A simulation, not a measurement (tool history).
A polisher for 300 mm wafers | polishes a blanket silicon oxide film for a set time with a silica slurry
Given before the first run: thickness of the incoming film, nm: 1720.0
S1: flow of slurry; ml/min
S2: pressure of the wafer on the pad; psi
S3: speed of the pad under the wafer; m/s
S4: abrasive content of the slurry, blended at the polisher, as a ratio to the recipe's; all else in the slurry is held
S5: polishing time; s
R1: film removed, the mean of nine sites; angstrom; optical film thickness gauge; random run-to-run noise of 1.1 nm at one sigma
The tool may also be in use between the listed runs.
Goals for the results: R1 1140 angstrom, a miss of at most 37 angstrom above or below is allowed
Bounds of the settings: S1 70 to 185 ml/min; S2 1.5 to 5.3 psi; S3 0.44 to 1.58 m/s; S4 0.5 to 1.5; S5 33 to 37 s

run  hour   S1   S2    S3   S4  S5      R1
  1     0  120  3.4     1    1  37  770.01
  2   1.5  145  3.4     1    1  37  801.09
  3   6.6  145  3.7     1    1  37  865.58
  4  13.7  145  3.7     1    1  37  866.07
  5  19.2  145  3.7     1  0.8  37  816.17
  6  21.5  170  3.7     1  0.8  37  832.28
  7  29.5  170  3.7     1  0.8  37  833.13
  8  35.3  170  3.9     1  0.8  37  857.97
  9  43.4  175  4.9  1.02  0.8  37  1081.6
 10  46.4  175    5  1.02  0.8  37  1082.9

Consider the 4 candidate settings below. Which is the only one whose results all fall within their allowed miss of target?
  A  49.4  185  4.6     1   0.9  37   ?
  B  49.4  185    5  0.94   0.9  35   ?
  C  49.4  185  4.9  1.12  0.85  33   ?
  D  49.4  185  4.5   1.2   0.9  36   ?

move      R1
   A  1050.5
   B  1020.3
   C  1059.5
   D  1149.4
A: further off than the last run
B: further off than the last run
C: further off than the last run
D: every result within its allowed miss
Go with D: it meets all targets.
